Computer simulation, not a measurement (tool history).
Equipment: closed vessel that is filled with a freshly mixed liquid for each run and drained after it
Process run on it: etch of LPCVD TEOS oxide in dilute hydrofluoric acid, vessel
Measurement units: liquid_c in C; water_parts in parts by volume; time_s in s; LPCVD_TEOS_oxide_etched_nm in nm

run,hour,liquid_c,water_parts,time_s,LPCVD_TEOS_oxide_etched_nm
1,0.0,25.0,285,290,27.222
2,6.7,22.5,285,290,25.157
3,14.2,25.0,285,290,27.593
4,18.0,28.0,285,290,30.489
5,24.7,28.0,245,290,37.232
6,28.3,28.0,245,290,37.075
7,29.2,29.5,225,290,43.351
8,38.2,33.0,170,290,69.218
9,39.4,32.0,170,290,66.899

Run 10 comes next. What will it give?
10,47.8,31.5,170,290,?

Run 10 gave LPCVD_TEOS_oxide_etched_nm 66.599 nm.
